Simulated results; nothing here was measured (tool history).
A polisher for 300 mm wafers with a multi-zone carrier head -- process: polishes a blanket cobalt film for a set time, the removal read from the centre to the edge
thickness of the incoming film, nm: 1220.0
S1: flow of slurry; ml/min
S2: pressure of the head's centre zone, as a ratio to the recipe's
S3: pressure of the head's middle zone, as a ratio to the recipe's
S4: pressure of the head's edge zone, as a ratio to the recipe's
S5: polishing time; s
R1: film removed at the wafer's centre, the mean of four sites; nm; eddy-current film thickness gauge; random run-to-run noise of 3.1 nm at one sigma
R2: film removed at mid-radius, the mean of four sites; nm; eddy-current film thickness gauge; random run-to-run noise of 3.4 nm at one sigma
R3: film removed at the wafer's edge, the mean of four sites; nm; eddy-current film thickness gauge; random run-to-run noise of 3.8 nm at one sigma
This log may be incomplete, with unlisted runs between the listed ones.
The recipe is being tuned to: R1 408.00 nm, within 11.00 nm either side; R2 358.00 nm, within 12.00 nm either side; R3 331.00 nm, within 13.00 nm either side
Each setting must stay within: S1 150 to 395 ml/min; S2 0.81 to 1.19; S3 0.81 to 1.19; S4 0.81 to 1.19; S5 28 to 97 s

| run | hour | S1 | S2 | S3 | S4 | S5 | R1 | R2 | R3 |
|---|---|---|---|---|---|---|---|---|---|
| 1 | 0.0 | 250 | 1.00 | 1.00 | 1.00 | 62 | 467.74 | 463.10 | 468.28 |
| 2 | 8.5 | 300 | 1.00 | 1.00 | 1.00 | 62 | 471.50 | 474.29 | 475.74 |
| 3 | 15.6 | 300 | 1.00 | 1.08 | 1.00 | 62 | 480.74 | 506.64 | 470.66 |
| 4 | 17.0 | 290 | 1.03 | 1.06 | 0.96 | 58 | 463.25 | 452.87 | 428.62 |
| 5 | 18.1 | 290 | 1.03 | 1.06 | 1.01 | 58 | 460.71 | 466.96 | 445.32 |
| 6 | 21.6 | 290 | 1.11 | 1.06 | 1.01 | 58 | 495.26 | 463.85 | 439.55 |
| 7 | 23.9 | 285 | 1.10 | 1.06 | 0.96 | 55 | 461.48 | 442.36 | 399.96 |
| 8 | 26.7 | 275 | 1.10 | 1.02 | 0.92 | 54 | 459.28 | 413.05 | 397.11 |
|  | 31.9 | worn pad replaced by a new one |
| 9 | 31.9 | 275 | 1.14 | 1.05 | 0.85 | 42 | 385.53 | 346.19 | 312.05 |
| 10 | 35.2 | 275 | 1.14 | 1.05 | 0.85 | 42 | 383.80 | 355.01 | 313.10 |
| 11 | 37.9 | 285 | 1.15 | 1.04 | 0.87 | 42 | 391.71 | 347.62 | 313.34 |

Exactly one of the 4 candidate moves below puts every result within its allowed miss. Which one?
| A | 40.6 | 250 | 1.03 | 0.98 | 0.88 | 44 | ? | ? | ? |
| B | 40.6 | 365 | 1.13 | 1.01 | 0.87 | 44 | ? | ? | ? |
| C | 40.6 | 185 | 1.04 | 1.00 | 0.98 | 47 | ? | ? | ? |
| D | 40.6 | 310 | 1.13 | 1.05 | 0.90 | 41 | ? | ? | ? |

| move | R1 | R2 | R3 |
|---|---|---|---|
| A | 363.68 | 341.99 | 331.99 |
| B | 413.98 | 362.26 | 338.46 |
| C | 378.41 | 359.62 | 363.80 |
| D | 380.38 | 344.34 | 316.94 |
A: the biggest miss grows against the last run
B: all results in spec
C: the biggest miss grows against the last run
D: the biggest miss grows against the last run
Go with B: it meets all targets.
